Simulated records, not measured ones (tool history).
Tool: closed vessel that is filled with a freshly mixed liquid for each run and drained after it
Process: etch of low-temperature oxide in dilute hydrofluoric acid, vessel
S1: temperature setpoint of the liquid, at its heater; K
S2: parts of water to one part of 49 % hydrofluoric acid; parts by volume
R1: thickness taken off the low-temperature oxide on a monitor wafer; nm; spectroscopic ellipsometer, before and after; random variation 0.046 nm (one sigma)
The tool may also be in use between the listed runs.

Run 1, day 0.000: S1 294.15 K, S2 170 parts by volume, time in the liquid (s) 65. Result: R1 5.1091 nm.
Run 2, day 0.225: S1 295.65 K, S2 150 parts by volume, time in the liquid (s) 65. Result: R1 6.2772 nm.
Run 3, day 0.604: S1 296.65 K, S2 135 parts by volume, time in the liquid (s) 65. Result: R1 7.3530 nm.
Run 4, day 0.979: S1 297.65 K, S2 125 parts by volume, time in the liquid (s) 65. Result: R1 8.3603 nm.
Run 5, day 1.021: S1 294.15 K, S2 125 parts by volume, time in the liquid (s) 65. Result: R1 7.3115 nm.
Run 6, day 1.325: S1 295.65 K, S2 115 parts by volume, time in the liquid (s) 65. Result: R1 8.5190 nm.
Run 7, day 1.408: S1 296.65 K, S2 110 parts by volume, time in the liquid (s) 65. Result: R1 9.3150 nm.
Run 8, day 1.467: S1 297.65 K, S2 105 parts by volume, time in the liquid (s) 65. Result: R1 10.1800 nm.
Run 9, day 1.704: S1 298.65 K, S2 100 parts by volume, time in the liquid (s) 65. Result: R1 11.1760 nm.
Run 10, day 2.071: S1 299.15 K, S2 100 parts by volume, time in the liquid (s) 65. Result: R1 11.4530 nm.
Run 11, day 2.417: S1 299.15 K, S2 100 parts by volume, time in the liquid (s) 65. Result: R1 11.4210 nm.
Run 12, day 2.592: S1 299.65 K, S2 100 parts by volume, time in the liquid (s) 65. Result: R1 11.6500 nm.
Run 13, day 2.683: S1 300.15 K, S2 100 parts by volume, time in the liquid (s) 65. Result: R1 11.8400 nm.

Forecast run 14:
Run 14, day 2.975: S1 300.65 K, S2 95 parts by volume, time in the liquid (s) 65. Result: R1 ?.

{"run 14": {"R1": 12.769}}
